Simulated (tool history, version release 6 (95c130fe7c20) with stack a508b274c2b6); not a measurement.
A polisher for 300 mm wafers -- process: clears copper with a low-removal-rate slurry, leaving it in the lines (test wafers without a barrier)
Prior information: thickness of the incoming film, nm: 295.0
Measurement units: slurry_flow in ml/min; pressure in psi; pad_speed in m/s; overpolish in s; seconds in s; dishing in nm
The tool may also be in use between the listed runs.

| run | hour | slurry_flow | pressure | pad_speed | slurry_solids | overpolish | seconds | dishing |
|---|---|---|---|---|---|---|---|---|
| 1 | 0 | 230 | 3.8 | 0.88 | 1 | 15 | 106.21 | 31.281 |
| 2 | 5.4 | 255 | 3.8 | 0.88 | 1 | 15 | 103.59 | 31.295 |
| 3 | 10.3 | 255 | 4.2 | 0.88 | 1 | 15 | 92.554 | 33.945 |
| 4 | 16 | 280 | 4.2 | 0.88 | 1 | 15 | 91.482 | 34.518 |
| 5 | 18 | 235 | 4.2 | 0.88 | 1 | 15 | 94.668 | 32.832 |
| 6 | 23 | 235 | 4.2 | 0.78 | 1 | 15 | 104.1 | 31.622 |

The next listed run, before its measurement:
| 7 | 24.9 | 230 | 3.2 | 0.76 | 1 | 14 | ? | ? |

Run 7 yielded seconds 137.57 s, dishing 22.115 nm.
